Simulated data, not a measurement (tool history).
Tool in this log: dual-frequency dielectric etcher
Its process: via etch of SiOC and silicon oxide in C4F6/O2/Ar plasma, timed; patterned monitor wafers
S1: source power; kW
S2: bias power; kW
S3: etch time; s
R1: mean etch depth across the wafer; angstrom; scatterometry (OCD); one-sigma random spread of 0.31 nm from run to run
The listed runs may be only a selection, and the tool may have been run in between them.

{"run": 1, "day": 0.0, "S1": 0.32, "S2": 0.221, "S3": 64.5, "R1": 725.11}
{"run": 2, "day": 0.2, "S1": 0.3, "S2": 0.215, "S3": 64.5, "R1": 701.09}
{"run": 3, "day": 0.317, "S1": 0.29, "S2": 0.21, "S3": 64.5, "R1": 687.54}
{"run": 4, "day": 0.571, "S1": 0.29, "S2": 0.21, "S3": 67.5, "R1": 722.22}
{"run": 5, "day": 0.733, "S1": 0.29, "S2": 0.195, "S3": 67.5, "R1": 697.92}
{"run": 6, "day": 0.854, "S1": 0.28, "S2": 0.191, "S3": 67.5, "R1": 688.82}
{"run": 7, "day": 1.212, "S1": 0.27, "S2": 0.187, "S3": 67.5, "R1": 666.76}
{"run": 8, "day": 1.562, "S1": 0.26, "S2": 0.186, "S3": 67.5, "R1": 657.87}
{"run": 9, "day": 1.846, "S1": 0.25, "S2": 0.185, "S3": 67.5, "R1": 643.99}
{"run": 10, "day": 2.108, "S1": 0.24, "S2": 0.184, "S3": 67.5, "R1": 630.82}
{"run": 11, "day": 2.35, "S1": 0.23, "S2": 0.184, "S3": 67.5, "R1": 621.89}

Forecast run 12:
{"run": 12, "day": 2.6, "S1": 0.21, "S2": 0.183, "S3": 67.5, "R1": "?"}

Run 12 came out at R1 600.19 angstrom.

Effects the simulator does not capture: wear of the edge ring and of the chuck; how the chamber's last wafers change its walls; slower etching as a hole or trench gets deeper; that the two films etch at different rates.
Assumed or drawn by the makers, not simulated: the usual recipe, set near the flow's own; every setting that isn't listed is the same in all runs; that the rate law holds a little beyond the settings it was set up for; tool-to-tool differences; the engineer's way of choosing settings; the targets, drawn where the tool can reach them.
